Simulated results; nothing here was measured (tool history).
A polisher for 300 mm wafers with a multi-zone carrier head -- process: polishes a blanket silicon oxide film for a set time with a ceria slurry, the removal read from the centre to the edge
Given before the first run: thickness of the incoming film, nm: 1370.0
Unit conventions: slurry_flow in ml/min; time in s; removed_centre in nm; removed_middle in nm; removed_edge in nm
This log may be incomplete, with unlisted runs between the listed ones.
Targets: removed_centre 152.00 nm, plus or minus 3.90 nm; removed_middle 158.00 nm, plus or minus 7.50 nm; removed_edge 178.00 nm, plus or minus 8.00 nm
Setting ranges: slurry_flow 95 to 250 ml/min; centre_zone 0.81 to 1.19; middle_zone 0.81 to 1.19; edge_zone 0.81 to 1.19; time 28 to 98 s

{"run": 1, "hour": 0.0, "slurry_flow": 160, "centre_zone": 1.0, "middle_zone": 1.0, "edge_zone": 1.0, "time": 63, "removed_centre": 236.47, "removed_middle": 247.24, "removed_edge": 242.99}
{"run": 2, "hour": 3.5, "slurry_flow": 160, "centre_zone": 1.0, "middle_zone": 1.0, "edge_zone": 0.92, "time": 63, "removed_centre": 238.1, "removed_middle": 245.4, "removed_edge": 231.7}
{"run": 3, "hour": 8.6, "slurry_flow": 150, "centre_zone": 0.96, "middle_zone": 0.96, "edge_zone": 0.92, "time": 60, "removed_centre": 215.7, "removed_middle": 228.57, "removed_edge": 218.83}
{"run": 4, "hour": 15.2, "slurry_flow": 140, "centre_zone": 0.95, "middle_zone": 0.92, "edge_zone": 0.95, "time": 56, "removed_centre": 194.99, "removed_middle": 200.1, "removed_edge": 207.1}
{"run": 5, "hour": 23.6, "slurry_flow": 140, "centre_zone": 0.95, "middle_zone": 0.92, "edge_zone": 0.92, "time": 56, "removed_centre": 197.9, "removed_middle": 202.99, "removed_edge": 206.91}
{"run": 6, "hour": 27.9, "slurry_flow": 140, "centre_zone": 0.95, "middle_zone": 0.99, "edge_zone": 0.92, "time": 56, "removed_centre": 197.49, "removed_middle": 215.26, "removed_edge": 202.61}
{"run": 7, "hour": 29.1, "slurry_flow": 130, "centre_zone": 0.93, "middle_zone": 0.95, "edge_zone": 0.93, "time": 54, "removed_centre": 179.91, "removed_middle": 195.07, "removed_edge": 195.78}
{"run": 8, "hour": 35.9, "slurry_flow": 125, "centre_zone": 0.92, "middle_zone": 0.92, "edge_zone": 0.93, "time": 53, "removed_centre": 174.07, "removed_middle": 186.03, "removed_edge": 190.24}
{"run": 9, "hour": 39.5, "slurry_flow": 120, "centre_zone": 0.91, "middle_zone": 0.9, "edge_zone": 0.93, "time": 52, "removed_centre": 168.7, "removed_middle": 176.02, "removed_edge": 186.99}
{"run": 10, "hour": 45.8, "slurry_flow": 115, "centre_zone": 0.9, "middle_zone": 0.89, "edge_zone": 0.93, "time": 52, "removed_centre": 162.53, "removed_middle": 175.59, "removed_edge": 183.98}
{"run": 11, "hour": 46.9, "slurry_flow": 110, "centre_zone": 0.9, "middle_zone": 0.87, "edge_zone": 0.93, "time": 52, "removed_centre": 161.34, "removed_middle": 167.93, "removed_edge": 181.49}

Below are 5 possible settings for the next run. Only one of them brings all results inside the allowed miss of their targets. Which is it?
{"run": "A", "hour": 48.0, "slurry_flow": 155, "centre_zone": 0.86, "middle_zone": 0.83, "edge_zone": 0.98, "time": 47, "removed_centre": "?", "removed_middle": "?", "removed_edge": "?"}
{"run": "B", "hour": 48.0, "slurry_flow": 100, "centre_zone": 0.87, "middle_zone": 0.89, "edge_zone": 0.97, "time": 54, "removed_centre": "?", "removed_middle": "?", "removed_edge": "?"}
{"run": "C", "hour": 48.0, "slurry_flow": 95, "centre_zone": 0.85, "middle_zone": 0.87, "edge_zone": 0.98, "time": 51, "removed_centre": "?", "removed_middle": "?", "removed_edge": "?"}
{"run": "D", "hour": 48.0, "slurry_flow": 110, "centre_zone": 0.84, "middle_zone": 0.81, "edge_zone": 1.09, "time": 53, "removed_centre": "?", "removed_middle": "?", "removed_edge": "?"}
{"run": "E", "hour": 48.0, "slurry_flow": 100, "centre_zone": 0.85, "middle_zone": 0.84, "edge_zone": 0.94, "time": 52, "removed_centre": "?", "removed_middle": "?", "removed_edge": "?"}

move=A removed_centre=152.15 removed_middle=163.50 removed_edge=178.00
move=B removed_centre=154.90 removed_middle=177.15 removed_edge=187.60
move=C removed_centre=139.90 removed_middle=161.26 removed_edge=175.97
move=D removed_centre=151.96 removed_middle=165.94 removed_edge=199.24
move=E removed_centre=145.65 removed_middle=162.67 removed_edge=178.11
A: every result lands within tolerance
B: the worst result of the last run now meets its target, but another is out of spec
C: carries the result that was furthest off beyond its target, to the other side
D: the worst result of the last run now meets its target, but another is out of spec
E: carries the result that was furthest off beyond its target, to the other side
Correct choice: A, which meets every target
